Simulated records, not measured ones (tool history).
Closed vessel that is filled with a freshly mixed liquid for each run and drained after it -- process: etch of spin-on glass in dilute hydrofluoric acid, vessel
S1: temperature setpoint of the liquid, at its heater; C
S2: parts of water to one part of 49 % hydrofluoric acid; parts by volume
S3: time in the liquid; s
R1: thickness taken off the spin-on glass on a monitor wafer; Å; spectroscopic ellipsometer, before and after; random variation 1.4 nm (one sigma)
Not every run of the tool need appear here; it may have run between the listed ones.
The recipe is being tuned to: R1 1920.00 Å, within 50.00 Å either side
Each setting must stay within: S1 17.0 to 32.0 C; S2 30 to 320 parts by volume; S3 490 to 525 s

| run | day | S1 | S2 | S3 | R1 |
|---|---|---|---|---|---|
| 1 | 0.000 | 24.0 | 175 | 490 | 848.08 |
| 2 | 0.175 | 24.0 | 175 | 525 | 902.42 |
| 3 | 0.354 | 26.5 | 175 | 525 | 998.15 |
| 4 | 0.471 | 24.5 | 175 | 525 | 927.90 |
| 5 | 0.654 | 25.0 | 170 | 525 | 971.29 |
| 6 | 1.042 | 27.5 | 170 | 525 | 1066.00 |
| 7 | 1.146 | 31.5 | 100 | 525 | 2306.40 |
| 8 | 1.371 | 31.0 | 100 | 525 | 2285.20 |
| 9 | 1.483 | 30.5 | 100 | 525 | 2195.70 |
| 10 | 1.696 | 30.0 | 100 | 525 | 2202.60 |
| 11 | 1.867 | 30.0 | 100 | 525 | 2215.80 |
| 12 | 2.250 | 29.5 | 100 | 525 | 2173.50 |
| 13 | 2.629 | 29.0 | 100 | 525 | 2108.50 |
| 14 | 2.912 | 27.5 | 100 | 525 | 2012.00 |

5 next moves are on the table. One of them brings every result within its allowed miss. Which?
| A | 3.196 | 25.0 | 95 | 500 | ? |
| B | 3.196 | 28.0 | 95 | 525 | ? |
| C | 3.196 | 25.5 | 95 | 520 | ? |
| D | 3.196 | 28.0 | 110 | 525 | ? |
| E | 3.196 | 29.0 | 115 | 525 | ? |

| move | R1 |
|---|---|
| A | 1812.30 |
| B | 2138.30 |
| C | 1922.20 |
| D | 1809.80 |
| E | 1785.50 |
A: moves the result that the last run missed by most past its target, out the other side
B: misses by more than the last run did
C: all results in spec
D: moves the result that the last run missed by most past its target, out the other side
E: moves the result that the last run missed by most past its target, out the other side
C is the move that brings every result within its allowed miss.
